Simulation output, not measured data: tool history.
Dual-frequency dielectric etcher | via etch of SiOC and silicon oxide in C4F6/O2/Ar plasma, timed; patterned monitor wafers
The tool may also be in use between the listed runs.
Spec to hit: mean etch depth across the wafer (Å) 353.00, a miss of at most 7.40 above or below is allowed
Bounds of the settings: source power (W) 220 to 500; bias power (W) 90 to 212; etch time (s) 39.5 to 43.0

run	hour	source power (W)	bias power (W)	etch time (s)	mean etch depth across the wafer (Å)
1	0.0	360	151	43.0	466.53
2	7.8	320	133	42.0	411.01
3	11.0	320	156	42.0	440.78
4	17.9	320	156	43.0	446.81
5	20.5	360	156	43.0	473.16
6	23.9	320	144	42.5	432.78
7	31.8	290	133	42.0	399.35
8	36.8	270	128	42.0	382.76
9	39.3	220	118	41.5	339.64
10	47.3	230	118	41.5	347.26
11	50.3	230	118	41.5	343.43

Next run, 4 choices. One meets every target within its allowed miss, the rest don't. Which?
A	53.3	240	122	41.0	?
B	53.3	250	96	41.0	?
C	53.3	230	111	41.0	?
D	53.3	220	119	40.5	?

move	mean etch depth across the wafer (Å)
A	353.47
B	329.86
C	336.10
D	334.59
A: each result inside its tolerance
B: its largest miss is bigger than the last run's
C: its largest miss is bigger than the last run's
D: its largest miss is bigger than the last run's
So the answer is move A, the one that meets all the targets.
